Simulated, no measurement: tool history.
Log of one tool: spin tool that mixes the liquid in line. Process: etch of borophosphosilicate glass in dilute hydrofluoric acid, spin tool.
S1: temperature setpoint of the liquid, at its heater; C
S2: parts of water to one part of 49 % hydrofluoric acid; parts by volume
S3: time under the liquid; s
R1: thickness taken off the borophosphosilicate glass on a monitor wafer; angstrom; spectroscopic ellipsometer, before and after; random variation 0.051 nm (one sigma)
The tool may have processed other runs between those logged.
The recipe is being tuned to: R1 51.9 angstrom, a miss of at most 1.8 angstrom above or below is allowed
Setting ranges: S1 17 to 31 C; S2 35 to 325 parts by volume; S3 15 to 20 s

run,hour,S1,S2,S3,R1
1,0,23,180,20,41.137
2,7,23,180,15,30.619
3,8.6,24,175,15,33.082
4,9.6,27.5,175,15,38.138
5,14.7,28,170,15,40.012
6,17.3,28,215,15,29.82
7,22.3,28.5,205,15,31.845
8,31.1,29,195,15,34.784
9,35.3,29,190,15,35.573
10,43.6,29,185,15,36.724
11,51.9,29,180,15,38.333
12,60.6,29,180,15,38.512
13,64.6,29,175,15,38.848
14,70.7,29,175,15,39.431
15,77.6,29,170,15,41.961
16,86.2,29,170,15,40.766
17,88.6,29,165,15,42.983
18,96.4,29,160,15,43.922
19,98.3,29,160,15,44.636

Exercise: of the 5 proposed moves below, exactly one satisfies all targets within the stated allowed misses. Which move is it?
A,100.2,29.5,160,20,?
B,100.2,28,145,15,?
C,100.2,31,140,15,?
D,100.2,30.5,195,15,?
E,100.2,31,190,20,?

move,R1
A,60.664
B,48.456
C,56.337
D,36.996
E,51.832
A: takes the biggest miss from the last run beyond its target
B: an improvement on the last run, though not all results are within tolerance
C: takes the biggest miss from the last run beyond its target
D: misses by more than the last run did
E: hits every target within its allowed miss
The move that meets every target is E.

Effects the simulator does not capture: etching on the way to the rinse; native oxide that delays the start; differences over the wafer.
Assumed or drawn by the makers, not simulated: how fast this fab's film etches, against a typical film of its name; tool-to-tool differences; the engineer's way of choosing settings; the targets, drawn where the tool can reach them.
